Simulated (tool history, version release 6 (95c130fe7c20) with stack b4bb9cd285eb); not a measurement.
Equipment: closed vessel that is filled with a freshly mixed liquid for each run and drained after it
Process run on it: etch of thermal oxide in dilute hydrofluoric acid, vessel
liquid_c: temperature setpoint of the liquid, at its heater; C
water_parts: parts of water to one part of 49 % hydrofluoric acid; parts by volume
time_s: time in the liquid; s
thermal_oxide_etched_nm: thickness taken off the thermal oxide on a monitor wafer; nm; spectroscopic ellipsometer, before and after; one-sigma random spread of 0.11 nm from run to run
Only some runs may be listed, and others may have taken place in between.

run  hour  liquid_c  water_parts  time_s  thermal_oxide_etched_nm
  1   0.0      23.0          120     110                   4.2858
  2   3.6      26.0          120     110                   4.8152
  3  11.9      27.0           95     110                   6.5474
  4  17.3      27.0          135     110                   4.3993
  5  23.6      28.0          110     110                   5.8203
  6  31.0      28.0          110      85                   4.4519
  7  37.1      29.0           90      90                   6.1160
  8  41.1      29.5           75      95                   8.1689

The next listed run, before its measurement:
  9  45.7      31.0           35      95                        ?

Run 9 gave thermal_oxide_etched_nm 19.8720 nm.
